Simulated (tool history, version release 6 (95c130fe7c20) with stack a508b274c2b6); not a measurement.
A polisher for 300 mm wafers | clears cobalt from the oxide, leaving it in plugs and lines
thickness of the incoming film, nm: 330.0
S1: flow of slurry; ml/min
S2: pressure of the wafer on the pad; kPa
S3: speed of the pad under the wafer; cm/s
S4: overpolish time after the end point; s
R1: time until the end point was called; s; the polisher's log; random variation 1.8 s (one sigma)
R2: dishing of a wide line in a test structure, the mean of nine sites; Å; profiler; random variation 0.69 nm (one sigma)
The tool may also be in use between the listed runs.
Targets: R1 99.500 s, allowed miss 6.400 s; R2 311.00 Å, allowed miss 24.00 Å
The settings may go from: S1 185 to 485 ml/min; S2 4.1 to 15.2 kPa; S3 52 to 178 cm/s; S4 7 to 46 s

run  hour   S1    S2   S3  S4      R1      R2
  1   0.0  310   9.7  114  24  96.349  432.15
  2   6.3  310   9.7  114  20  95.672  403.38
  3  11.0  310   9.7  114  24  95.824  452.69
  4  14.6  310   9.7  114  19  97.655  400.12
  5  21.1  385   9.7  114  19  97.772  387.23
  6  23.1  385  10.3  114  19  93.663  400.25
  7  28.8  385  10.3  114  16  89.759  364.46
  8  30.8  385  10.3  114  15  88.580  341.67

Which of these 4 next moves meets every target?
  A  32.8  405  7.6  136  14   ?   ?
  B  32.8  415  9.7  114  18   ?   ?
  C  32.8  325  9.0  162  14   ?   ?
  D  32.8  485  6.9  130  15   ?   ?

move       R1      R2
   A  100.990  304.83
   B   94.598  375.61
   C   76.662  365.62
   D  112.400  296.92
A: meets every target
B: brings the result that was furthest off to its target, and leaves another outside
C: further off than the last run
D: takes the result that was furthest off past its target
The right move is A.
